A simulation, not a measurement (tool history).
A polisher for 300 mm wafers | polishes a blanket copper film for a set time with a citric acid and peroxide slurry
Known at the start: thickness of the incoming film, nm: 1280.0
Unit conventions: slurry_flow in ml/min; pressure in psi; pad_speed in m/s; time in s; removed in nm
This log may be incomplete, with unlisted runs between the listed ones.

run	hour	slurry_flow	pressure	pad_speed	slurry_solids	time	removed
1	0	260	3.6	0.88	1	40	88.8
2	9	260	3.6	0.72	1	40	73.324
3	16.3	265	4.1	0.72	1	40	83.844
4	20.3	270	4.4	0.72	1	40	89.574
5	25.7	270	4.7	0.72	1	40	97.215
6	33.5	270	4.9	0.72	1	40	100.45
7	35.7	275	5	0.72	1	40	102.88
8	38.3	275	5.1	0.72	1	40	104.88

Run 9 comes next. What will it give?
9	44.6	275	5.2	0.72	1	40	?

Run 9 measured removed 106.14 nm.
